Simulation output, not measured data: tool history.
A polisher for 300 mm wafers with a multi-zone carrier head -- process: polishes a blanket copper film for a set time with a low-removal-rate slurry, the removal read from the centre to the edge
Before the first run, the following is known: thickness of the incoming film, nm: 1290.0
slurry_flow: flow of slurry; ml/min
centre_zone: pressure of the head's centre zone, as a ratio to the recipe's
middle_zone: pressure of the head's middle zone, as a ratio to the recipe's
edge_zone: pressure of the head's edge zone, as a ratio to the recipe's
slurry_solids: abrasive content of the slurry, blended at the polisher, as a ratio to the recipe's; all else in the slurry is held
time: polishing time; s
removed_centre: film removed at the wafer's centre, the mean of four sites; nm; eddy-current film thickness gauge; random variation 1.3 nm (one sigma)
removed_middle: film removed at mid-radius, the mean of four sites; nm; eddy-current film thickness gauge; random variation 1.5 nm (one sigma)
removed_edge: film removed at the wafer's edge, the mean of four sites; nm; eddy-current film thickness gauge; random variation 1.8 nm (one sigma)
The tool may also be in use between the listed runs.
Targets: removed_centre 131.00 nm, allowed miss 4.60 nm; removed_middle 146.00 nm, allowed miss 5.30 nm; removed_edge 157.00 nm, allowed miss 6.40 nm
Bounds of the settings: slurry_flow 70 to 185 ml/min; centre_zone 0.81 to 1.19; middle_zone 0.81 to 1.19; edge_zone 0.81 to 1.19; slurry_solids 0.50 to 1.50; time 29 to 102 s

Run 1, hour 0.0: slurry_flow 120 ml/min, centre_zone 1.00, middle_zone 1.00, edge_zone 1.00, slurry_solids 1.00, time 65 s. Result: removed_centre 118.87 nm, removed_middle 118.81 nm, removed_edge 114.78 nm.
Run 2, hour 4.6: slurry_flow 120 ml/min, centre_zone 1.00, middle_zone 0.92, edge_zone 1.00, slurry_solids 1.00, time 65 s. Result: removed_centre 118.27 nm, removed_middle 112.56 nm, removed_edge 115.76 nm.
Run 3, hour 12.1: slurry_flow 130 ml/min, centre_zone 0.96, middle_zone 0.93, edge_zone 1.05, slurry_solids 1.15, time 67 s. Result: removed_centre 123.18 nm, removed_middle 125.66 nm, removed_edge 129.39 nm.
Run 4, hour 21.0: slurry_flow 130 ml/min, centre_zone 0.96, middle_zone 0.87, edge_zone 1.05, slurry_solids 1.15, time 67 s. Result: removed_centre 121.59 nm, removed_middle 119.70 nm, removed_edge 129.01 nm.
Run 5, hour 25.0: slurry_flow 140 ml/min, centre_zone 0.94, middle_zone 0.88, edge_zone 1.09, slurry_solids 1.25, time 67 s. Result: removed_centre 124.67 nm, removed_middle 124.62 nm, removed_edge 135.81 nm.
Run 6, hour 29.9: slurry_flow 145 ml/min, centre_zone 0.92, middle_zone 0.90, edge_zone 1.12, slurry_solids 1.35, time 67 s. Result: removed_centre 126.90 nm, removed_middle 131.16 nm, removed_edge 143.71 nm.
Run 7, hour 37.7: slurry_flow 150 ml/min, centre_zone 0.91, middle_zone 0.92, edge_zone 1.14, slurry_solids 1.35, time 67 s. Result: removed_centre 128.10 nm, removed_middle 132.96 nm, removed_edge 143.24 nm.
Run 8, hour 40.5: slurry_flow 150 ml/min, centre_zone 0.89, middle_zone 0.93, edge_zone 1.15, slurry_solids 1.40, time 68 s. Result: removed_centre 124.94 nm, removed_middle 138.46 nm, removed_edge 147.23 nm.

Which one of the following 4 next-run settings gets every result inside its allowed miss? There is exactly one.
Run A, hour 43.3: slurry_flow 120 ml/min, centre_zone 0.93, middle_zone 1.16, edge_zone 1.09, slurry_solids 1.30, time 67 s. Result: removed_centre ?, removed_middle ?, removed_edge ?.
Run B, hour 43.3: slurry_flow 165 ml/min, centre_zone 0.92, middle_zone 0.94, edge_zone 1.14, slurry_solids 1.25, time 64 s. Result: removed_centre ?, removed_middle ?, removed_edge ?.
Run C, hour 43.3: slurry_flow 105 ml/min, centre_zone 0.91, middle_zone 0.96, edge_zone 1.18, slurry_solids 1.35, time 75 s. Result: removed_centre ?, removed_middle ?, removed_edge ?.
Run D, hour 43.3: slurry_flow 185 ml/min, centre_zone 0.94, middle_zone 1.01, edge_zone 1.07, slurry_solids 1.45, time 63 s. Result: removed_centre ?, removed_middle ?, removed_edge ?.

move  removed_centre  removed_middle  removed_edge
   A          121.60          154.45        134.65
   B          121.54          129.69        136.30
   C          129.81          144.29        155.81
   D          130.41          144.25        137.40
A: the biggest miss grows against the last run
B: the biggest miss grows against the last run
C: all results land within tolerance of their targets
D: the biggest miss grows against the last run
C is the move that brings every result within its allowed miss.

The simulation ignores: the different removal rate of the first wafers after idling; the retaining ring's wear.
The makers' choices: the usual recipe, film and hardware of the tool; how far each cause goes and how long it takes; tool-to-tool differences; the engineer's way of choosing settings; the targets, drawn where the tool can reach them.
